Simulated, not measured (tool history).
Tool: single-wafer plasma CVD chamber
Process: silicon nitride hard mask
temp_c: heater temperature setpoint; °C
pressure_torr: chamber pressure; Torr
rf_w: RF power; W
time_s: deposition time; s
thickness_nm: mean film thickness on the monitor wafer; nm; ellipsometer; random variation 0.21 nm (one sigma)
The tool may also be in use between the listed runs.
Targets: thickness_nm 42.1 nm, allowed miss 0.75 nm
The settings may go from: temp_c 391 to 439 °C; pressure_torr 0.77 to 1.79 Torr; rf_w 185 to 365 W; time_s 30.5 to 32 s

run	hour	temp_c	pressure_torr	rf_w	time_s	thickness_nm
1	0	415	1.28	275	32	36.38
2	5.7	421	1.28	275	32	36.773
3	6.2	430	1.28	275	32	36.41
4	8.2	430	1.28	275	32	36.453
5	11	430	1.42	280	32	38.193
6	12.3	430	1.52	285	32	39.782
7	16.3	430	1.58	285	32	40.047
8	17.2	430	1.63	285	32	40.132
9	25.8	430	1.67	290	32	41.06
10	29.2	430	1.7	290	32	41.261
11	29.9	430	1.72	290	32	41.356

Which of these 4 next moves meets every target?
A	30.6	439	1.79	295	31.1	?
B	30.6	425	1.66	280	32	?
C	30.6	423	1.77	320	30.5	?
D	30.6	428	1.68	305	30.5	?

move	thickness_nm
A	41.218
B	40.461
C	42.466
D	40.599
A: further off than the last run
B: further off than the last run
C: meets every target
D: further off than the last run
Move C is the one to make.
